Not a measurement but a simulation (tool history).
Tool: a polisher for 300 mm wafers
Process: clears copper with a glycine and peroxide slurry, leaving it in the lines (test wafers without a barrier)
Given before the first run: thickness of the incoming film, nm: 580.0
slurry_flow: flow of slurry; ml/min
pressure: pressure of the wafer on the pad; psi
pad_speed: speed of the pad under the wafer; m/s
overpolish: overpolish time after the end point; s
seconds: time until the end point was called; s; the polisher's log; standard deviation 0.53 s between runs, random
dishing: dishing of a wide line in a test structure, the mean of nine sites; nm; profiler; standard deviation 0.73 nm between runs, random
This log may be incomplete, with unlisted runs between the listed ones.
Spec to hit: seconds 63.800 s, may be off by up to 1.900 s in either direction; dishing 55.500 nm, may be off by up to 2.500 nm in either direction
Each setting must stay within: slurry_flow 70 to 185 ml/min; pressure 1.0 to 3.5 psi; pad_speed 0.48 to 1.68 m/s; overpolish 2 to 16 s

Run 1, hour 0.0: slurry_flow 120 ml/min, pressure 2.2 psi, pad_speed 1.08 m/s, overpolish 8 s. Result: seconds 92.938 s, dishing 32.539 nm.
Run 2, hour 6.8: slurry_flow 120 ml/min, pressure 2.4 psi, pad_speed 1.08 m/s, overpolish 8 s. Result: seconds 88.663 s, dishing 33.148 nm.
Run 3, hour 9.7: slurry_flow 120 ml/min, pressure 2.4 psi, pad_speed 0.92 m/s, overpolish 8 s. Result: seconds 98.440 s, dishing 31.130 nm.
Run 4, hour 16.2: slurry_flow 120 ml/min, pressure 2.2 psi, pad_speed 0.92 m/s, overpolish 8 s. Result: seconds 102.370 s, dishing 30.141 nm.
Run 5, hour 19.0: slurry_flow 125 ml/min, pressure 2.6 psi, pad_speed 0.98 m/s, overpolish 9 s. Result: seconds 91.500 s, dishing 37.591 nm.
Run 6, hour 27.9: slurry_flow 130 ml/min, pressure 2.9 psi, pad_speed 1.06 m/s, overpolish 9 s. Result: seconds 80.118 s, dishing 42.187 nm.
Run 7, hour 32.5: slurry_flow 135 ml/min, pressure 3.1 psi, pad_speed 1.10 m/s, overpolish 9 s. Result: seconds 75.265 s, dishing 44.267 nm.
Run 8, hour 35.6: slurry_flow 135 ml/min, pressure 3.2 psi, pad_speed 1.14 m/s, overpolish 9 s. Result: seconds 71.073 s, dishing 46.049 nm.
Run 9, hour 44.4: slurry_flow 135 ml/min, pressure 3.3 psi, pad_speed 1.16 m/s, overpolish 9 s. Result: seconds 69.226 s, dishing 47.547 nm.
Run 10, hour 50.0: slurry_flow 135 ml/min, pressure 3.4 psi, pad_speed 1.18 m/s, overpolish 9 s. Result: seconds 67.662 s, dishing 49.465 nm.

Pick the move, out of 5, that brings all results within their allowed miss; only one does.
Run A, hour 55.6: slurry_flow 130 ml/min, pressure 3.5 psi, pad_speed 1.26 m/s, overpolish 9 s. Result: seconds ?, dishing ?.
Run B, hour 55.6: slurry_flow 130 ml/min, pressure 3.5 psi, pad_speed 1.38 m/s, overpolish 11 s. Result: seconds ?, dishing ?.
Run C, hour 55.6: slurry_flow 135 ml/min, pressure 3.5 psi, pad_speed 1.24 m/s, overpolish 11 s. Result: seconds ?, dishing ?.
Run D, hour 55.6: slurry_flow 145 ml/min, pressure 3.5 psi, pad_speed 1.22 m/s, overpolish 10 s. Result: seconds ?, dishing ?.
Run E, hour 55.6: slurry_flow 120 ml/min, pressure 3.2 psi, pad_speed 1.38 m/s, overpolish 9 s. Result: seconds ?, dishing ?.

move  seconds  dishing
   A   63.895   51.301
   B   59.803   63.843
   C   64.198   60.402
   D   64.155   55.884
   E   64.068   50.970
A: better than the last run, though not everything is in spec
B: moves the result that the last run missed by most past its target, out the other side
C: moves the result that the last run missed by most past its target, out the other side
D: in spec on every target
E: better than the last run, though not everything is in spec
D is the move that brings every result within its allowed miss.

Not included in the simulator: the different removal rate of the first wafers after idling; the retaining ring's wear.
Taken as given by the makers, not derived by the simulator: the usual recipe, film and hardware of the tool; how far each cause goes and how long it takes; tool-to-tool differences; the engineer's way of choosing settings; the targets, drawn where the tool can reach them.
